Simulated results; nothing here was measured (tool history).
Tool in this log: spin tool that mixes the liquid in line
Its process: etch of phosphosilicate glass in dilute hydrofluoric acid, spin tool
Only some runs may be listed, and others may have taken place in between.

run	hour	temperature setpoint of the liquid (°C)	parts of water to one part of 49 % hydrofluoric acid (parts by volume)	time under the liquid (s)	thickness taken off the phosphosilicate glass on a monitor wafer (Å)
1	0.0	24.0	115	55	513.52
2	0.7	24.0	150	55	377.79
3	4.6	22.5	150	55	358.82
4	6.7	22.5	150	55	362.19
5	14.7	24.5	130	55	455.00
6	20.1	26.0	115	55	559.16
7	24.8	27.5	105	55	652.65

Estimate the outcome of run 8 from the log above:
8	31.5	28.5	100	55	?

Run 8 came out at thickness taken off the phosphosilicate glass on a monitor wafer (Å) 714.97.
